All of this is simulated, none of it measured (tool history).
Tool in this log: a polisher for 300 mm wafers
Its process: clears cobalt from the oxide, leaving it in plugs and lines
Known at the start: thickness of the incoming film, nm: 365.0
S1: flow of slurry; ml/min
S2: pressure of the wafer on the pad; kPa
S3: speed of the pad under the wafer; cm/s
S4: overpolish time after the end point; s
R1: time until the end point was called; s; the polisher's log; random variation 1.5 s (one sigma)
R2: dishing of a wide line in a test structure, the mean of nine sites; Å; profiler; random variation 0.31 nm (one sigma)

{"run": 1, "hour": 0.0, "S1": 200, "S2": 14.5, "S3": 86, "S4": 8, "R1": 78.158, "R2": 267.97}
{"run": 2, "hour": 6.0, "S1": 200, "S2": 16.5, "S3": 86, "S4": 8, "R1": 67.154, "R2": 293.78}
{"run": 3, "hour": 8.9, "S1": 225, "S2": 16.5, "S3": 86, "S4": 8, "R1": 67.302, "R2": 297.94}
{"run": 4, "hour": 16.6, "S1": 225, "S2": 15.9, "S3": 86, "S4": 7, "R1": 70.837, "R2": 261.95}
{"run": 5, "hour": 17.4, "S1": 225, "S2": 15.9, "S3": 86, "S4": 10, "R1": 69.069, "R2": 333.25}
{"run": 6, "hour": 20.8, "S1": 225, "S2": 15.9, "S3": 94, "S4": 10, "R1": 64.002, "R2": 349.59}
{"run": 7, "hour": 21.8, "S1": 225, "S2": 14.5, "S3": 94, "S4": 9, "R1": 72.887, "R2": 304.33}
{"run": 8, "hour": 25.0, "S1": 225, "S2": 14.5, "S3": 92, "S4": 8, "R1": 70.555, "R2": 281.04}

What does the tool deliver on the next run?
{"run": 9, "hour": 28.7, "S1": 225, "S2": 13.8, "S3": 92, "S4": 7, "R1": "?", "R2": "?"}

{"run 9": {"R1": 79.143, "R2": 250.44}}
